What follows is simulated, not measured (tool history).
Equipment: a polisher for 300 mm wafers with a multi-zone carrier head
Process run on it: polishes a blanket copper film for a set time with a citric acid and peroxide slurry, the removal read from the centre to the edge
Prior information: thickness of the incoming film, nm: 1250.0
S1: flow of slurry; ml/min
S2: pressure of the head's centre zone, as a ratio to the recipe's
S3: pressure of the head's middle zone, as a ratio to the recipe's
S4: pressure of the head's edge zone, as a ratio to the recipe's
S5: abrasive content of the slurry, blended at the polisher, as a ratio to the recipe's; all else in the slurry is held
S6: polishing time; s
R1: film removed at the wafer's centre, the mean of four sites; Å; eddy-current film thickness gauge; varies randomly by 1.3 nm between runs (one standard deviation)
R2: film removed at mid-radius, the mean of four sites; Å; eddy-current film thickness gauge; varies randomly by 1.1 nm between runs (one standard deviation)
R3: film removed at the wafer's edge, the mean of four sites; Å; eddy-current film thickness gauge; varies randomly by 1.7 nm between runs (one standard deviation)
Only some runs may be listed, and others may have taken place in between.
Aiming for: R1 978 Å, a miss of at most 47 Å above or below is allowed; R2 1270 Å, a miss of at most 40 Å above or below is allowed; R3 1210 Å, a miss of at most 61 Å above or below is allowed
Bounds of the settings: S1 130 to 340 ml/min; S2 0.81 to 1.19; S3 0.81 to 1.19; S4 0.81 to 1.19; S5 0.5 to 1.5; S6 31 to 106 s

run  hour   S1    S2    S3    S4    S5  S6      R1      R2      R3
  1     0  220     1     1     1     1  68  923.73  938.05  926.95
  2   3.2  220  0.93     1     1     1  68     895  933.47  921.39
  3   3.9  220   0.9     1     1     1  68  838.98  945.11  949.67
  4   9.1  220   0.9  0.95     1     1  68  848.26  894.41  920.61
  5  10.5  220   0.9     1     1     1  68  869.39  946.38  963.62
  6  13.1  220   0.9  0.92     1     1  68  825.15   884.8  922.26
  7  16.9  245  0.81  1.02  1.05  1.25  71   839.9  1051.8  1061.9
  8  18.2  245  0.82  1.03  1.06   1.3  71  834.19  1076.1  1079.5
  9  23.3  245  0.83  1.04  1.06   1.3  71  866.09  1086.9  1061.6
 10    24  245  0.83  1.04  1.07   1.3  72  864.49    1079  1098.3
 11  31.8  245  0.83  1.05  1.07   1.3  72  871.22  1109.8  1076.6
 12  33.7  245  0.83  1.05  1.07   1.3  73  876.36  1136.1    1076
 13  37.7  250  0.83  1.05  1.07   1.3  74  909.86  1133.7  1093.5

Exercise: of the 4 proposed moves below, exactly one satisfies all targets within the stated allowed misses. Which move is it?
  A  41.7  255  0.91  1.19  0.97  1.25  80   ?   ?   ?
  B  41.7  310  0.87  1.07  1.08  1.45  62   ?   ?   ?
  C  41.7  245  0.82  1.08  1.09  1.35  80   ?   ?   ?
  D  41.7  275  0.88  1.14  1.09  1.35  65   ?   ?   ?

move      R1      R2      R3
   A  1073.2  1350.7  1143.3
   B  832.26   999.2  973.52
   C  973.01  1253.3  1223.7
   D  861.19  1079.8    1003
A: carries the result that was furthest off beyond its target, to the other side
B: the biggest miss grows against the last run
C: each result inside its tolerance
D: the biggest miss grows against the last run
Go with C: it meets all targets.

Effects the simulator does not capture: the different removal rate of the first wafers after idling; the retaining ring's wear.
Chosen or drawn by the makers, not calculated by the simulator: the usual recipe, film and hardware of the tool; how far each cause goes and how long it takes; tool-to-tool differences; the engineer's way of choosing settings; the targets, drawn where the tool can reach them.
